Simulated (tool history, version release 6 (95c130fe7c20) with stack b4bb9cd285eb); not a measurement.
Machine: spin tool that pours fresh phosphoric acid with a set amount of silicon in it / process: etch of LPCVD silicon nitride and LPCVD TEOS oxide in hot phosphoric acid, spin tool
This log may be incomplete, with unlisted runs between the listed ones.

run  hour  temperature setpoint of the liquid (C)  silicon dissolved in the acid as it is poured (mg a litre)  time under the liquid (s)  thickness taken off the LPCVD silicon nitride on a monitor wafer (Å)  thickness taken off the LPCVD TEOS oxide on a monitor wafer (Å)
  1   0.0                                   161.0                                                        26.0                        100                                                                95.195                                                           3.3597
  2   2.6                                   161.0                                                        19.5                        100                                                                95.683                                                           3.8518
  3   3.9                                   161.0                                                        23.5                        100                                                                94.548                                                           3.3028
  4  10.5                                   161.5                                                        27.0                        100                                                                96.236                                                           3.5660
  5  12.9                                   161.0                                                        30.0                        105                                                               101.160                                                           3.1003
  6  20.9                                   161.0                                                        30.0                        125                                                               118.600                                                           3.0530
  7  25.9                                   161.0                                                        32.5                        125                                                               119.060                                                           3.5306
  8  30.0                                   158.5                                                        49.5                        135                                                               116.840                                                           1.5435
  9  38.2                                   158.5                                                        49.0                        135                                                               118.720                                                           1.3016
 10  43.2                                   158.5                                                        48.0                        135                                                               118.250                                                           1.3572
 11  44.6                                   158.5                                                        47.0                        135                                                               117.300                                                           1.5053

Expected results for the next run?
 12  53.0                                   158.5                                                        46.5                        135                                                                     ?                                                                ?

{"run 12": {"thickness taken off the LPCVD silicon nitride on a monitor wafer (Å)": 117.59, "thickness taken off the LPCVD TEOS oxide on a monitor wafer (Å)": 1.4406}}
